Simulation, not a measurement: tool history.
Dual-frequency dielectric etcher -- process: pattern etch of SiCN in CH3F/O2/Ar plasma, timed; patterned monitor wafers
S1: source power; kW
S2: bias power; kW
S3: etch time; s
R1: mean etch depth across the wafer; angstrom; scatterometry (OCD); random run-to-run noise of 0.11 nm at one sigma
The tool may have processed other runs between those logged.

run,hour,S1,S2,S3,R1
1,0.0,0.360,0.082,37.5,141.80
2,0.8,0.360,0.082,37.5,141.44
3,4.4,0.390,0.084,37.5,148.24
4,10.6,0.400,0.085,37.5,149.96
5,15.0,0.400,0.085,37.5,149.00
6,17.4,0.380,0.085,37.5,147.41

Run 7 has not been measured yet. What should we expect?
7,25.0,0.400,0.086,37.5,?

Run 7 gave R1 148.93 angstrom.

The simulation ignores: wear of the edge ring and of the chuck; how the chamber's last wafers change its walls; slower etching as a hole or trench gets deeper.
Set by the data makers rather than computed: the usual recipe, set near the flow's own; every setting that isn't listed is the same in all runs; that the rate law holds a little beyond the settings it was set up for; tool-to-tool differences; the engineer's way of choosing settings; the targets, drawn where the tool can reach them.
